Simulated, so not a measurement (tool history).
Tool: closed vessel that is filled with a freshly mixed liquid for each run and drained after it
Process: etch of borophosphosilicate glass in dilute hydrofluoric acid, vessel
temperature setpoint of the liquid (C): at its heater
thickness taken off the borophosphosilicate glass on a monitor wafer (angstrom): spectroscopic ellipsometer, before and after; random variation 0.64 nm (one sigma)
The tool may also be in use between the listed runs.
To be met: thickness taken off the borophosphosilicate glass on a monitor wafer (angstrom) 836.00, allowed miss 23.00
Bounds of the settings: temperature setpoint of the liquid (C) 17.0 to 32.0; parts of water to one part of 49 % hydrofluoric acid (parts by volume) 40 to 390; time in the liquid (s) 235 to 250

| run | hour | temperature setpoint of the liquid (C) | parts of water to one part of 49 % hydrofluoric acid (parts by volume) | time in the liquid (s) | thickness taken off the borophosphosilicate glass on a monitor wafer (angstrom) |
|---|---|---|---|---|---|
| 1 | 0.0 | 24.0 | 215 | 235 | 523.25 |
| 2 | 7.2 | 24.0 | 255 | 235 | 431.02 |
| 3 | 12.8 | 24.0 | 255 | 250 | 461.07 |
| 4 | 16.6 | 25.5 | 245 | 250 | 508.32 |
| 5 | 25.4 | 25.5 | 215 | 250 | 599.89 |
| 6 | 28.4 | 28.5 | 215 | 250 | 669.65 |
| 7 | 30.5 | 29.0 | 210 | 250 | 701.51 |
| 8 | 32.0 | 29.5 | 205 | 250 | 731.93 |
| 9 | 38.9 | 30.0 | 205 | 250 | 741.46 |
| 10 | 42.6 | 30.5 | 205 | 250 | 752.78 |

Which of these 4 next moves meets every target?
| A | 46.3 | 25.0 | 170 | 250 | ? |
| B | 46.3 | 30.0 | 210 | 235 | ? |
| C | 46.3 | 31.5 | 195 | 250 | ? |
| D | 46.3 | 31.5 | 230 | 235 | ? |

| move | thickness taken off the borophosphosilicate glass on a monitor wafer (angstrom) |
|---|---|
| A | 779.66 |
| B | 676.98 |
| C | 831.80 |
| D | 634.58 |
A: nearer than the last run, and not there yet
B: further off than the last run
C: meets every target
D: further off than the last run
Move C is the one to make.
